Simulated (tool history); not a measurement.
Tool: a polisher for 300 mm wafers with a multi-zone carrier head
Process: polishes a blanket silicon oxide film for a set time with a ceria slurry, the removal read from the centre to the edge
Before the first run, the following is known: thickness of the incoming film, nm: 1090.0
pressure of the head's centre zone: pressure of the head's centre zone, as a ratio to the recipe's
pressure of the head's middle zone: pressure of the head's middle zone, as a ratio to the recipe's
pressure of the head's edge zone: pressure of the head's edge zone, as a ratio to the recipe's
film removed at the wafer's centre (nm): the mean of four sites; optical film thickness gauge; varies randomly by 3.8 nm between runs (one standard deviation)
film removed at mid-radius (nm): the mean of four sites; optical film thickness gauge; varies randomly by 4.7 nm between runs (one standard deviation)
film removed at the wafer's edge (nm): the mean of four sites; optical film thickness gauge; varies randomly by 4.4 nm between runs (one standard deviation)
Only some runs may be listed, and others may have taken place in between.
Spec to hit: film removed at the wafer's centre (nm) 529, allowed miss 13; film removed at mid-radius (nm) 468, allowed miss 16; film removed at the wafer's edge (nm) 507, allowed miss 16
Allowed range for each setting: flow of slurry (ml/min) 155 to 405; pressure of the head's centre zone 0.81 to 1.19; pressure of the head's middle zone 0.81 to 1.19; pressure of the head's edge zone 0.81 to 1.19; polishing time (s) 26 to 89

| run | day | flow of slurry (ml/min) | pressure of the head's centre zone | pressure of the head's middle zone | pressure of the head's edge zone | polishing time (s) | film removed at the wafer's centre (nm) | film removed at mid-radius (nm) | film removed at the wafer's edge (nm) |
|---|---|---|---|---|---|---|---|---|---|
| 1 | 0 | 260 | 1 | 1 | 1 | 57 | 392.84 | 407.45 | 401.92 |
| 2 | 0.296 | 275 | 1.04 | 1 | 1.05 | 59 | 424.07 | 419.21 | 424.94 |
| 3 | 0.596 | 275 | 0.96 | 1 | 1.05 | 59 | 390.88 | 428.9 | 416.15 |
| 4 | 0.725 | 265 | 1.02 | 1 | 1.07 | 62 | 440.66 | 437.28 | 450.12 |
| 5 | 0.812 | 315 | 1.02 | 1 | 1.07 | 62 | 440.18 | 452.57 | 454.5 |
| 6 | 0.838 | 360 | 1.02 | 1 | 1.07 | 62 | 455.45 | 453.59 | 447.66 |
| 7 | 1.079 | 345 | 1.05 | 1 | 1.1 | 63 | 467.9 | 454.22 | 470.48 |
| 8 | 1.292 | 345 | 1.08 | 1.01 | 1.11 | 64 | 494.8 | 460.29 | 480.96 |
| 9 | 1.608 | 345 | 1.09 | 1.02 | 1.12 | 64 | 492.42 | 470.37 | 482.33 |
| 10 | 1.762 | 345 | 1.11 | 1.02 | 1.13 | 64 | 510.01 | 469.89 | 486.06 |
| 11 | 2.125 | 345 | 1.12 | 1.02 | 1.14 | 64 | 508.41 | 479.28 | 485.87 |
| 12 | 2.388 | 345 | 1.13 | 1 | 1.15 | 64 | 516.01 | 462.23 | 491.78 |
| 13 | 2.533 | 345 | 1.13 | 1 | 1.15 | 64 | 513.91 | 469.54 | 484.23 |

Which single option among these 4 for the next run brings every result within its allowed miss of target? Just one does.
| A | 2.679 | 345 | 1.11 | 1.07 | 1.15 | 61 | ? | ? | ? |
| B | 2.679 | 315 | 1.12 | 1.05 | 1.16 | 64 | ? | ? | ? |
| C | 2.679 | 335 | 1.13 | 0.97 | 1.16 | 66 | ? | ? | ? |
| D | 2.679 | 320 | 1.07 | 0.99 | 1.06 | 66 | ? | ? | ? |

| move | film removed at the wafer's centre (nm) | film removed at mid-radius (nm) | film removed at the wafer's edge (nm) |
|---|---|---|---|
| A | 483.87 | 453.4 | 460.71 |
| B | 507.41 | 465.49 | 482.44 |
| C | 531.17 | 457.48 | 500.22 |
| D | 500.43 | 462.02 | 476.13 |
A: the biggest miss grows against the last run
B: the biggest miss grows against the last run
C: all results land within tolerance of their targets
D: the biggest miss grows against the last run
Answer: C
